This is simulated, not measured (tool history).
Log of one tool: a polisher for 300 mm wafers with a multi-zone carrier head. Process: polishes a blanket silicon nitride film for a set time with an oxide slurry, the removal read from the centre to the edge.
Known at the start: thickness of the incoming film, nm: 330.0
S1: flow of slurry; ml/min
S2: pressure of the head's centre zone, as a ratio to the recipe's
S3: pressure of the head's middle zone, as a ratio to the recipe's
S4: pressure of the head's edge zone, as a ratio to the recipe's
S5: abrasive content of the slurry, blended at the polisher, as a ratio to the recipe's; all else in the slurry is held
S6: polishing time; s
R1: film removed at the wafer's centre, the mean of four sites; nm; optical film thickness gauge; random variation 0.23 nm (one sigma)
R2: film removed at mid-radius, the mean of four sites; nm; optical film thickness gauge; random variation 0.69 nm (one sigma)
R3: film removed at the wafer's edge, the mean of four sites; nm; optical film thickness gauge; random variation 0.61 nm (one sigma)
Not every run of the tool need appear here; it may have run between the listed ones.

run,hour,S1,S2,S3,S4,S5,S6,R1,R2,R3
1,0,215,1,1,1,1,56,33.544,34.043,34.449
2,7.5,215,1,0.92,1,1,56,33.721,30.994,34.356
3,8.9,265,1,0.92,1,1,56,35.578,33.593,36.406
4,11.6,265,0.94,0.92,1,1,56,33.236,33.066,35.736
5,19.2,265,0.94,0.97,1,1,56,33.268,33.914,35.595
6,21.6,305,0.94,0.97,1,1,56,34.454,34.988,36.356
7,25.3,300,0.91,1.03,0.97,1.15,56,35.024,39.591,37.702
8,31.4,300,0.91,1.03,0.97,1.15,56,35.082,39.038,37.749

For run 9, what comes out?
9,38.6,300,0.9,1.08,0.96,1.25,56,?,?,?

R1: 35.82 nm
R2: 41.885 nm
R3: 39.491 nm
